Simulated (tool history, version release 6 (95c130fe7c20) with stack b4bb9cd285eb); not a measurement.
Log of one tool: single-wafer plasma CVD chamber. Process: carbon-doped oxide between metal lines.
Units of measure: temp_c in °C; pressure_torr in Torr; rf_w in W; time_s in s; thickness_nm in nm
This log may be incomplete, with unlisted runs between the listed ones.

run 1 hour=0.0 | temp_c=375 pressure_torr=5.24 rf_w=610 time_s=37.3 | thickness_nm=210.74
run 2 hour=8.1 | temp_c=374 pressure_torr=5.42 rf_w=625 time_s=37.3 | thickness_nm=215.20
run 3 hour=12.2 | temp_c=373 pressure_torr=5.58 rf_w=640 time_s=37.3 | thickness_nm=220.56
run 4 hour=19.5 | temp_c=373 pressure_torr=5.17 rf_w=640 time_s=37.3 | thickness_nm=217.42
run 5 hour=21.3 | temp_c=377 pressure_torr=5.17 rf_w=640 time_s=37.3 | thickness_nm=215.25
run 6 hour=27.6 | temp_c=376 pressure_torr=5.39 rf_w=650 time_s=37.3 | thickness_nm=219.99

Expected results for the next run?
run 7 hour=29.3 | temp_c=375 pressure_torr=5.58 rf_w=660 time_s=37.3 | thickness_nm=?

For run 7 the tool returned thickness_nm 224.02 nm.
